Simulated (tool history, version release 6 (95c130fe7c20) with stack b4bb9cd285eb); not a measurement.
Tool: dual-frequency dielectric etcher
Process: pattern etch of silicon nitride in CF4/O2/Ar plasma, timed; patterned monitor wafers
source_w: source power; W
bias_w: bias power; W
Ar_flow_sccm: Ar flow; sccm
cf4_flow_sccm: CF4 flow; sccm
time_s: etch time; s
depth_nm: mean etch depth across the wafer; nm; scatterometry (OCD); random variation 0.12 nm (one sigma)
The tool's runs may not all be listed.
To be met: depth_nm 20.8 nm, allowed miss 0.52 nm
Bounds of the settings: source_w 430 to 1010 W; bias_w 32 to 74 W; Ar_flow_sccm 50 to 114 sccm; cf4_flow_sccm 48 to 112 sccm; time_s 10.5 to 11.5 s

run,hour,source_w,bias_w,Ar_flow_sccm,cf4_flow_sccm,time_s,depth_nm
1,0,720,53,82,80,11.5,28.778
2,1.2,640,52,82,80,11.5,25.599
3,2.6,590,52,82,80,11.5,23.559
4,5.7,590,52,82,73,11.5,23.177
5,9,570,52,82,73,11.5,22.21
6,12.4,570,52,82,78,11.5,22.29
7,16.1,560,52,82,78,11.5,21.977
8,19.5,550,52,82,78,11.5,21.6

Which of these 5 next moves meets every target?
A,22.9,560,58,81,67,11.5,?
B,22.9,560,52,81,79,11.5,?
C,22.9,520,62,81,81,10.5,?
D,22.9,560,56,76,84,11,?
E,22.9,550,52,73,73,11,?

move,depth_nm
A,21.955
B,21.967
C,19.411
D,21.77
E,20.531
A: further off than the last run
B: further off than the last run
C: takes the result that was furthest off past its target
D: further off than the last run
E: meets every target
Answer: E
